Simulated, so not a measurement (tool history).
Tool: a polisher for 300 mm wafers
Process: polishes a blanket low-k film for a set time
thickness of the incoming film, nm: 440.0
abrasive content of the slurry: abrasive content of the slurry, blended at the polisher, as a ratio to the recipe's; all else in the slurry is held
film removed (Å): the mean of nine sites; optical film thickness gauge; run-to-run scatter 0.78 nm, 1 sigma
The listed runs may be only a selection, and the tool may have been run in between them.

| run | hour | flow of slurry (ml/min) | pressure of the wafer on the pad (kPa) | speed of the pad under the wafer (cm/s) | abrasive content of the slurry | polishing time (s) | film removed (Å) |
|---|---|---|---|---|---|---|---|
| 1 | 0 | 240 | 11.7 | 124 | 1 | 71 | 373.95 |
| 2 | 1.8 | 240 | 11.7 | 150 | 1 | 71 | 434.59 |
| 3 | 3.7 | 240 | 12.4 | 150 | 1 | 71 | 452.79 |
| 4 | 7.5 | 240 | 13.1 | 150 | 1 | 71 | 483.93 |
| 5 | 11.4 | 285 | 13.1 | 150 | 1 | 71 | 483.36 |
| 6 | 13.1 | 285 | 13.1 | 150 | 1 | 75 | 522.74 |
| 7 | 19.9 | 285 | 13.8 | 150 | 1 | 75 | 541.81 |

What will run 8 give?
| 8 | 28.1 | 285 | 14.5 | 150 | 1 | 75 | ? |

Logged for run 8: film removed (Å) 564.66.
